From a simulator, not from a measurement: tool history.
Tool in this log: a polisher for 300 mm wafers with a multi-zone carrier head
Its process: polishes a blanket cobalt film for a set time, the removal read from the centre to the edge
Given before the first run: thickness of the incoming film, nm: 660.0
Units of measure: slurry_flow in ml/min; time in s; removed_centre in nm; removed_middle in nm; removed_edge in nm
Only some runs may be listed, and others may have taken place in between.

run,hour,slurry_flow,centre_zone,middle_zone,edge_zone,time,removed_centre,removed_middle,removed_edge
1,0,295,1,1,1,50,202.85,204.41,199.72
2,4.7,295,1,0.92,1,50,201.59,190.11,206.83
3,8.5,295,1,0.96,1,50,205.34,196.22,202.53
4,11.3,355,1,0.96,1,50,208,200.24,206.82
5,16.3,360,0.98,0.98,1.04,52,209.76,214.19,217.11
6,17.3,365,0.97,0.99,1.07,53,211.92,216.44,229.09
7,21.8,375,0.96,1.01,1.09,54,214.81,225.9,229.3

Run 8, settings as shown, results not yet in. Your forecast:
8,26.1,380,0.95,1.02,1.11,55,?,?,?

{"run 8": {"removed_centre": 214.33, "removed_middle": 234.4, "removed_edge": 235.73}}
